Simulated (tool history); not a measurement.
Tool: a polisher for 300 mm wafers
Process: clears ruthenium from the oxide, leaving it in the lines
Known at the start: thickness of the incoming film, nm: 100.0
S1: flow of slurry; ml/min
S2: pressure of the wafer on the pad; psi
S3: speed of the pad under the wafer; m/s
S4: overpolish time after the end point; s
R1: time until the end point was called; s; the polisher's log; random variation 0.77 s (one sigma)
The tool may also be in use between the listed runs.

| run | hour | S1 | S2 | S3 | S4 | R1 |
|---|---|---|---|---|---|---|
| 1 | 0 | 200 | 2.6 | 1.14 | 27 | 66.588 |
| 2 | 1.3 | 200 | 2.7 | 1.14 | 27 | 64.204 |
| 3 | 6.1 | 170 | 2.7 | 1.14 | 27 | 68.299 |
| 4 | 9.1 | 170 | 2.7 | 1.32 | 27 | 57.089 |
| 5 | 10.1 | 190 | 2.7 | 1.32 | 27 | 55.697 |
| 6 | 18.1 | 190 | 2.1 | 1.32 | 27 | 72.186 |

Forecast run 7:
| 7 | 21.1 | 195 | 2.2 | 1.32 | 27 | ? |

{"run 7": {"R1": 66.972}}
